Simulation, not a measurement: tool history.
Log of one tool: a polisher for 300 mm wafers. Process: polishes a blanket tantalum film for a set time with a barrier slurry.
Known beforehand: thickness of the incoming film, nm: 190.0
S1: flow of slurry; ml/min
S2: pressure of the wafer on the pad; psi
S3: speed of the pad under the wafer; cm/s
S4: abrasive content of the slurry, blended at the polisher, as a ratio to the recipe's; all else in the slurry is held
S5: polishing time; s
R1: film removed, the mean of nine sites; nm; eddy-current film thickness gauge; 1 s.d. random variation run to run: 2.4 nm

run	hour	S1	S2	S3	S4	S5	R1
1	0	205	1.3	122	1	73	90.011
2	7.8	205	1.3	94	1	73	69.384
3	11.6	205	1.4	102	1	73	80.6
4	19.4	255	1.4	102	1	73	82.733
5	24.9	255	1.5	108	1	73	94.995
6	31.6	255	1.5	108	0.8	73	89.791
7	33.2	255	1.6	114	0.8	73	96.679
8	37.2	255	1.7	122	0.8	73	112.05
9	39.9	255	1.8	128	0.8	73	124.49
10	41.8	255	1.8	134	0.8	73	131.65
11	44.4	255	1.8	138	0.8	73	133.06
12	51.1	255	1.8	142	0.8	73	138.21
13	57.2	255	1.8	146	0.8	73	144.55
14	60.6	255	1.8	150	0.8	73	143.28

Run 15 has not been measured yet. What should we expect?
15	68.4	255	1.8	150	0.8	73	?

R1: 145.25 nm

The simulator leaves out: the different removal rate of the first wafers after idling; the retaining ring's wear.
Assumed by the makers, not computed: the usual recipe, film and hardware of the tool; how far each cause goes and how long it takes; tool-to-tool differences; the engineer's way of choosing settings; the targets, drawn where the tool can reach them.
